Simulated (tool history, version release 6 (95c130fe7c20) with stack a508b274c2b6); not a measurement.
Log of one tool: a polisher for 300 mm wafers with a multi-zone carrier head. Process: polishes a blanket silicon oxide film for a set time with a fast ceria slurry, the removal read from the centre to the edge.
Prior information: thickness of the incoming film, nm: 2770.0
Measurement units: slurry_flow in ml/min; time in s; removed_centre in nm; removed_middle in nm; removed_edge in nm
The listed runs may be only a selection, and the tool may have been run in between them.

run 1 day=0.000 | slurry_flow=190 centre_zone=1.00 middle_zone=1.00 edge_zone=1.00 time=33 | removed_centre=285.99 removed_middle=289.14 removed_edge=297.52
run 2 day=0.279 | slurry_flow=190 centre_zone=1.00 middle_zone=1.00 edge_zone=0.93 time=33 | removed_centre=286.96 removed_middle=291.87 removed_edge=283.37
run 3 day=0.642 | slurry_flow=190 centre_zone=1.00 middle_zone=1.00 edge_zone=0.93 time=39 | removed_centre=337.48 removed_middle=350.03 removed_edge=332.39
run 4 day=0.771 | slurry_flow=150 centre_zone=1.00 middle_zone=1.00 edge_zone=0.93 time=39 | removed_centre=333.08 removed_middle=338.46 removed_edge=325.66
run 5 day=1.025 | slurry_flow=150 centre_zone=1.00 middle_zone=1.08 edge_zone=0.93 time=39 | removed_centre=335.72 removed_middle=358.30 removed_edge=326.96
run 6 day=1.133 | slurry_flow=130 centre_zone=1.00 middle_zone=1.08 edge_zone=0.93 time=39 | removed_centre=324.68 removed_middle=347.05 removed_edge=319.95
run 7 day=1.258 | slurry_flow=150 centre_zone=0.98 middle_zone=1.10 edge_zone=0.97 time=39 | removed_centre=319.09 removed_middle=364.85 removed_edge=334.10
run 8 day=1.396 | slurry_flow=165 centre_zone=0.98 middle_zone=1.11 edge_zone=1.00 time=39 | removed_centre=325.00 removed_middle=364.11 removed_edge=341.23

The next listed run, before its measurement:
run 9 day=1.433 | slurry_flow=175 centre_zone=0.96 middle_zone=1.13 edge_zone=1.02 time=40 | removed_centre=? removed_middle=? removed_edge=?

For run 9 the tool returned removed_centre 330.53 nm, removed_middle 383.25 nm, removed_edge 356.18 nm.
